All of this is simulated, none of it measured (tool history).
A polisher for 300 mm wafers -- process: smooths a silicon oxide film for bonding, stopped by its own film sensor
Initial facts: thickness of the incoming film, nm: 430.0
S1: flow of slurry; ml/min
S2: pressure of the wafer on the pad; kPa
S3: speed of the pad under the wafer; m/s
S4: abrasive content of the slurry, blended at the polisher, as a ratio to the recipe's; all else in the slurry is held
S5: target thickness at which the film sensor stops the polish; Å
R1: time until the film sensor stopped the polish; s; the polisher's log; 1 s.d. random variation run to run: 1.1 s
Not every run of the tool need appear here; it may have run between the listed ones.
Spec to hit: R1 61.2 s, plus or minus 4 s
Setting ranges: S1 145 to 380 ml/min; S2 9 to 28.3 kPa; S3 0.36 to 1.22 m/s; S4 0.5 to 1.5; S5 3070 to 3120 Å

run,hour,S1,S2,S3,S4,S5,R1
1,0,245,18.6,0.78,1,3120,119.79
2,3.7,245,20,0.82,1,3120,111.15
3,9.3,245,21.4,0.88,1,3120,97.844
4,17.3,245,22.8,0.92,1,3120,90.461
5,23.8,245,23.4,0.96,1,3120,82.83
6,29.6,245,25.5,0.96,1,3120,79.588
7,31.6,245,26.2,1,1,3120,73.3
8,33.4,245,26.9,1.02,1,3120,73.342
9,39.4,245,26.9,1.02,1,3120,69.696
10,44.3,245,26.9,1.04,1,3120,69.123
11,50.3,245,26.9,1.06,1,3120,70.235
12,52.7,245,26.9,1.08,1,3120,68.759
13,59.5,245,26.9,1.08,1,3120,68.209

Exercise: of the 4 proposed moves below, exactly one satisfies all targets within the stated allowed misses. Which move is it?
A,66.3,315,27.6,0.98,1.1,3070,?
B,66.3,200,27.6,1.22,1.15,3070,?
C,66.3,225,26.9,1,0.9,3070,?
D,66.3,355,27.6,1.04,0.75,3090,?

move,R1
A,71.064
B,62.54
C,81.111
D,81.26
A: misses by more than the last run did
B: all results land within tolerance of their targets
C: misses by more than the last run did
D: misses by more than the last run did
B is the move that brings every result within its allowed miss.
